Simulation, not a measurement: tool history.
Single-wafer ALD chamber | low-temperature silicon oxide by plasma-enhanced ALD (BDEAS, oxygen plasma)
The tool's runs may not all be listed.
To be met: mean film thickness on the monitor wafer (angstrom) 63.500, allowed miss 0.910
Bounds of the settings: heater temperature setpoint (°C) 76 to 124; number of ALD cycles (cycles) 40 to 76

run,hour,heater temperature setpoint (°C),number of ALD cycles (cycles),mean film thickness on the monitor wafer (angstrom)
1,0.0,100,58,80.770
2,1.1,100,65,90.334
3,9.1,100,73,101.970
4,11.4,103,68,93.756
5,13.7,106,64,87.561
6,14.8,98,64,90.547
7,16.7,102,61,84.726
8,20.8,105,58,79.688
9,24.7,105,58,80.337

Which of these 5 next moves meets every target?
A,28.6,111,48,?
B,28.6,110,45,?
C,28.6,109,48,?
D,28.6,90,46,?
E,28.6,112,47,?

move,mean film thickness on the monitor wafer (angstrom)
A,65.472
B,61.509
C,65.748
D,66.839
E,63.973
A: nearer than the last run, and not there yet
B: takes the result that was furthest off past its target
C: nearer than the last run, and not there yet
D: nearer than the last run, and not there yet
E: meets every target
The right move is E.

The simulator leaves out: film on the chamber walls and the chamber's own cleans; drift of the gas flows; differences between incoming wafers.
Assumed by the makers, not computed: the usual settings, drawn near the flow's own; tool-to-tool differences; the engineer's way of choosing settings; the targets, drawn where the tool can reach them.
